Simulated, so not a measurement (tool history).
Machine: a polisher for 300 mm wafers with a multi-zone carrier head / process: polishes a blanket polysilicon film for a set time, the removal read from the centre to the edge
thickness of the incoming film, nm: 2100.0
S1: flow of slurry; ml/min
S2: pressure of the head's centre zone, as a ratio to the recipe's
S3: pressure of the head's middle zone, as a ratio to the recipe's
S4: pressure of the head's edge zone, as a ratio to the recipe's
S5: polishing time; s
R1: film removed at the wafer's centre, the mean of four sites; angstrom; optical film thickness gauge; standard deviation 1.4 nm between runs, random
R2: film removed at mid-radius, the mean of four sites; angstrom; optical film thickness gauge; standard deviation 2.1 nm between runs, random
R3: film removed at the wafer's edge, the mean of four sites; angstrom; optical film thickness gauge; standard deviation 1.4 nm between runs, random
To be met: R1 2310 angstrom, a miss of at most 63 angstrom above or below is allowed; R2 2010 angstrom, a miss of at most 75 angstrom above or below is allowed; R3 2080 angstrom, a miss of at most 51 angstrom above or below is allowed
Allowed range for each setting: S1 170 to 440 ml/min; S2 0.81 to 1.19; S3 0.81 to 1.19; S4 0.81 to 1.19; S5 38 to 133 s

{"run": 1, "hour": 0.0, "S1": 280, "S2": 1, "S3": 1, "S4": 1, "S5": 85, "R1": 3509.9, "R2": 3455.8, "R3": 3534.1}
{"run": 2, "hour": 5.8, "S1": 280, "S2": 1, "S3": 1, "S4": 1, "S5": 96, "R1": 3983.2, "R2": 3914.9, "R3": 4019.9}
{"run": 3, "hour": 11.0, "S1": 255, "S2": 1, "S3": 1, "S4": 1, "S5": 96, "R1": 3936.4, "R2": 3935.2, "R3": 4005.3}
{"run": 4, "hour": 16.6, "S1": 255, "S2": 0.96, "S3": 1, "S4": 1, "S5": 96, "R1": 3750, "R2": 3870.4, "R3": 3968.8}
{"run": 5, "hour": 24.3, "S1": 255, "S2": 0.96, "S3": 1, "S4": 1.04, "S5": 96, "R1": 3743.6, "R2": 3912, "R3": 4063.1}
{"run": 6, "hour": 27.8, "S1": 265, "S2": 0.97, "S3": 0.99, "S4": 1, "S5": 86, "R1": 3421.7, "R2": 3440.8, "R3": 3597}
{"hour": 32.9, "done": "slurry nozzle cleaned"}
{"run": 7, "hour": 32.9, "S1": 275, "S2": 0.99, "S3": 0.99, "S4": 0.98, "S5": 77, "R1": 3298.4, "R2": 3304.7, "R3": 3287}
{"run": 8, "hour": 34.6, "S1": 255, "S2": 0.99, "S3": 0.95, "S4": 0.95, "S5": 69, "R1": 2905.8, "R2": 2852.3, "R3": 2870.8}
{"run": 9, "hour": 37.5, "S1": 255, "S2": 0.99, "S3": 0.95, "S4": 0.95, "S5": 69, "R1": 2910.6, "R2": 2812.6, "R3": 2916.5}
{"run": 10, "hour": 45.4, "S1": 265, "S2": 1, "S3": 0.94, "S4": 0.93, "S5": 63, "R1": 2701.9, "R2": 2600.1, "R3": 2635.1}
{"run": 11, "hour": 53.4, "S1": 265, "S2": 1.01, "S3": 0.92, "S4": 0.91, "S5": 60, "R1": 2608.1, "R2": 2417, "R3": 2493}
{"run": 12, "hour": 61.8, "S1": 265, "S2": 1.01, "S3": 0.91, "S4": 0.89, "S5": 58, "R1": 2505.5, "R2": 2248.2, "R3": 2417.7}
{"run": 13, "hour": 66.0, "S1": 265, "S2": 1.02, "S3": 0.92, "S4": 0.87, "S5": 56, "R1": 2475.6, "R2": 2206.9, "R3": 2269.4}
{"run": 14, "hour": 73.3, "S1": 265, "S2": 1.02, "S3": 0.92, "S4": 0.86, "S5": 56, "R1": 2453.9, "R2": 2282.8, "R3": 2248.1}
{"run": 15, "hour": 81.7, "S1": 265, "S2": 1.02, "S3": 0.91, "S4": 0.85, "S5": 55, "R1": 2385.2, "R2": 2184.8, "R3": 2232.7}
{"run": 16, "hour": 90.2, "S1": 235, "S2": 1.06, "S3": 0.9, "S4": 0.81, "S5": 50, "R1": 2220.5, "R2": 1901.4, "R3": 1955.8}
{"run": 17, "hour": 94.6, "S1": 245, "S2": 1.06, "S3": 0.9, "S4": 0.82, "S5": 50, "R1": 2265.7, "R2": 1952.3, "R3": 1960}

5 candidate next runs follow, results not yet known. Just one meets every target within its allowed miss. Identify it.
{"run": "A", "hour": 99.0, "S1": 285, "S2": 1.08, "S3": 0.92, "S4": 0.81, "S5": 50, "R1": "?", "R2": "?", "R3": "?"}
{"run": "B", "hour": 99.0, "S1": 240, "S2": 0.92, "S3": 0.9, "S4": 0.84, "S5": 53, "R1": "?", "R2": "?", "R3": "?"}
{"run": "C", "hour": 99.0, "S1": 235, "S2": 1.11, "S3": 0.93, "S4": 0.81, "S5": 46, "R1": "?", "R2": "?", "R3": "?"}
{"run": "D", "hour": 99.0, "S1": 230, "S2": 1.17, "S3": 0.91, "S4": 0.83, "S5": 49, "R1": "?", "R2": "?", "R3": "?"}
{"run": "E", "hour": 99.0, "S1": 350, "S2": 1.08, "S3": 0.93, "S4": 0.93, "S5": 49, "R1": "?", "R2": "?", "R3": "?"}

move=A R1=2325.9 R2=2009.8 R3=1983.6
move=B R1=2094.9 R2=2059.9 R3=2108.4
move=C R1=2150.3 R2=1831.8 R3=1799.7
move=D R1=2397.4 R2=1911.5 R3=1933.3
move=E R1=2322.4 R2=2020.9 R3=2084.7
A: gains on the last run, yet a result remains outside its allowed miss
B: brings the last run's worst result on target, with another outside its allowed miss
C: lands further from the targets than the last run did
D: lands further from the targets than the last run did
E: in spec on every target
The move that meets every target is E.

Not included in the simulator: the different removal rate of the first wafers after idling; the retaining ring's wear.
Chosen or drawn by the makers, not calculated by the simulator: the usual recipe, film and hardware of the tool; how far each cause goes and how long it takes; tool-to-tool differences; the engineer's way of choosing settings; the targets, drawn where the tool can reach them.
